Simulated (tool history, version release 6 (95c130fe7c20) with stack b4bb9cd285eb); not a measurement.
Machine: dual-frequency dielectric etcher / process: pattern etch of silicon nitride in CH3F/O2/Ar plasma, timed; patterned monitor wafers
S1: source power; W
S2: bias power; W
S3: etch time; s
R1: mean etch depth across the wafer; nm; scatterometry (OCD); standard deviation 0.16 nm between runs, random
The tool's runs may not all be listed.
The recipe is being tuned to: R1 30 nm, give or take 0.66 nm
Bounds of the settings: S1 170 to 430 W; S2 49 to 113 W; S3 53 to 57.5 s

run,day,S1,S2,S3,R1
1,0,300,81,57.5,38.587
2,0.283,350,81,57.5,42.217
3,0.496,300,77,57,37.698
4,0.633,270,75,57,35.058
5,0.921,250,74,57,33.172
6,1.1,270,74,57,35.273
7,1.271,250,73,57,33.086
8,1.467,240,73,57,32.441
9,1.604,230,73,57,30.868

Next run, 5 choices. One meets every target within its allowed miss, the rest don't. Which?
A,1.742,230,77,57.5,?
B,1.742,220,78,53,?
C,1.742,220,74,56.5,?
D,1.742,200,87,54.5,?
E,1.742,220,88,57.5,?

move,R1
A,31.929
B,28.595
C,30.029
D,27.779
E,32.146
A: lands further from the targets than the last run did
B: the result that was furthest off in the last run now lies on the other side of its target
C: all results in spec
D: the result that was furthest off in the last run now lies on the other side of its target
E: lands further from the targets than the last run did
Move C is the one to make.
